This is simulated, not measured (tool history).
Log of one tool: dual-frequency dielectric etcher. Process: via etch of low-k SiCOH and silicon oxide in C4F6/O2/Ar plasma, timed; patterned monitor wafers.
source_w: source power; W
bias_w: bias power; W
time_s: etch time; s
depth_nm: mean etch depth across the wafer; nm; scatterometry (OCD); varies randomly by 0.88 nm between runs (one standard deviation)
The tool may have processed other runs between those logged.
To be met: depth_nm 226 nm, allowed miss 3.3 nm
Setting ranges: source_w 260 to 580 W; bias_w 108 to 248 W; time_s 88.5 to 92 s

| run | day | source_w | bias_w | time_s | depth_nm |
|---|---|---|---|---|---|
| 1 | 0 | 420 | 178 | 88.5 | 262.23 |
| 2 | 0.062 | 420 | 178 | 92 | 272.64 |
| 3 | 0.196 | 420 | 164 | 92 | 268.35 |
| 4 | 0.408 | 420 | 177 | 92 | 273.33 |
| 5 | 0.579 | 420 | 156 | 92 | 265.14 |
| 6 | 0.721 | 370 | 156 | 92 | 248.45 |
| 7 | 0.962 | 350 | 155 | 92 | 239.85 |
| 8 | 1.012 | 340 | 155 | 92 | 237.04 |
| 9 | 1.388 | 340 | 155 | 92 | 235.55 |
| 10 | 1.7 | 330 | 155 | 92 | 233.86 |

Next run, 4 choices. One meets every target within its allowed miss, the rest don't. Which?
| A | 2.012 | 310 | 145 | 91.5 | ? |
| B | 2.012 | 310 | 154 | 89.5 | ? |
| C | 2.012 | 310 | 166 | 91.5 | ? |
| D | 2.012 | 330 | 131 | 90.5 | ? |

| move | depth_nm |
|---|---|
| A | 219.5 |
| B | 217.52 |
| C | 226.15 |
| D | 220.46 |
A: carries the result that was furthest off beyond its target, to the other side
B: carries the result that was furthest off beyond its target, to the other side
C: all results in spec
D: carries the result that was furthest off beyond its target, to the other side
The move that meets every target is C.

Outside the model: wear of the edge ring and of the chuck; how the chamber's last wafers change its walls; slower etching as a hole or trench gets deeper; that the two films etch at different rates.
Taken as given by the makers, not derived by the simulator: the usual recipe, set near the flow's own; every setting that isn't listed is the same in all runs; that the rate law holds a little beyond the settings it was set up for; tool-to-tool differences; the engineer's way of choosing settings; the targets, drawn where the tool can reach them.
